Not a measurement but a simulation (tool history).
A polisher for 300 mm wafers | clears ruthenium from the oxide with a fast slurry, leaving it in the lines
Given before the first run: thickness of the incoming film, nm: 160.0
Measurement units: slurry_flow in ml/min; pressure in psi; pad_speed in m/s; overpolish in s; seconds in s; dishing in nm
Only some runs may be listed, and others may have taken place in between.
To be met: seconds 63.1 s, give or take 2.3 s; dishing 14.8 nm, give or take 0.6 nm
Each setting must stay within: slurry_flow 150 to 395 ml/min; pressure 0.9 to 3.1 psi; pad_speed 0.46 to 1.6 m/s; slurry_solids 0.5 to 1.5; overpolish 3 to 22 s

run  hour  slurry_flow  pressure  pad_speed  slurry_solids  overpolish  seconds  dishing
  1     0          250         2       1.02              1          11   48.895   29.078
  2   3.5          190         2       1.02              1          11   50.463   27.636
  3  10.2          190       2.4       1.02              1          11   45.092   31.963
  4  13.5          190       2.4       1.02           0.85          11   50.182   29.434
  5  19.9          190       2.2       1.02           0.85          11    53.45   27.524
  6  27.2          210       1.9       1.02           0.85          10   56.642   23.253
  7  33.8          220       1.7       1.02           0.85           9   59.909   19.367
  8  40.3          220       1.6       1.02           0.85           8   63.387    16.82

5 next moves are on the table. One of them brings every result within its allowed miss. Which?
  A  46.8          215       1.4        1.1           0.95           6        ?        ?
  B  46.8          235       1.3       1.14              1           8        ?        ?
  C  46.8          220       1.7       1.02            0.8           9        ?        ?
  D  46.8          280       1.3        1.2            0.8           7        ?        ?
  E  46.8          250       1.7       0.98            0.8           9        ?        ?

move  seconds  dishing
   A   60.157   13.283
   B   58.769   17.964
   C    62.06   19.095
   D   62.185   14.943
   E   63.157   18.775
A: takes the biggest miss from the last run beyond its target
B: moves away from the targets compared with the last run
C: moves away from the targets compared with the last run
D: each result inside its tolerance
E: moves away from the targets compared with the last run
D meets every target.

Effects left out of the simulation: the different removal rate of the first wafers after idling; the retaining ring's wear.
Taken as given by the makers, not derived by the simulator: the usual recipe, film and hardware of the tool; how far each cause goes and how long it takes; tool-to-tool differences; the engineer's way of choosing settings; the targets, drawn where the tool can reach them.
